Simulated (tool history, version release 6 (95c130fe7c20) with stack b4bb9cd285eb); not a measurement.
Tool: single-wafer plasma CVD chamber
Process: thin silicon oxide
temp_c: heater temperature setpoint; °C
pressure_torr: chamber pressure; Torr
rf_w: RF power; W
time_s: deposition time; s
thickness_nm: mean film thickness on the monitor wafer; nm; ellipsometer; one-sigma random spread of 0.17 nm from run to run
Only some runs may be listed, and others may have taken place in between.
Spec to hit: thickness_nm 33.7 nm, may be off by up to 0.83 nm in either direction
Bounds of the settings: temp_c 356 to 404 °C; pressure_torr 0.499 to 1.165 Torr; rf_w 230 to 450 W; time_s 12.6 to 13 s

run	hour	temp_c	pressure_torr	rf_w	time_s	thickness_nm
1	0	380	0.832	340	12.6	26.333
2	4.7	380	0.862	340	12.6	27.157
3	5.7	380	0.889	340	12.6	27.491
4	11.6	380	0.92	340	12.6	28.514
5	16.3	380	0.982	340	12.6	29.824
6	18.2	380	1.001	340	12.6	30.256
7	21.6	380	1.018	340	12.6	30.615
8	25.6	380	1.033	340	12.6	31.101
9	30.9	380	1.033	340	12.6	30.989
10	37.6	380	1.046	340	12.6	31.253
11	42.1	380	1.058	340	12.6	31.726
12	44.1	380	1.067	340	12.6	31.713
13	51	380	1.077	340	12.6	32.068
14	60	380	1.085	340	12.6	32.223

4 candidate next runs follow, results not yet known. Just one meets every target within its allowed miss. Identify it.
A	69	381	1.165	380	12.6	?
B	69	370	1.139	315	12.6	?
C	69	386	1.15	310	12.8	?
D	69	382	1.165	325	12.9	?

move	thickness_nm
A	35.353
B	32.31
C	32.487
D	33.819
A: the result that was furthest off in the last run now lies on the other side of its target
B: gains on the last run, yet a result remains outside its allowed miss
C: gains on the last run, yet a result remains outside its allowed miss
D: all results in spec
Move D is the one to make.
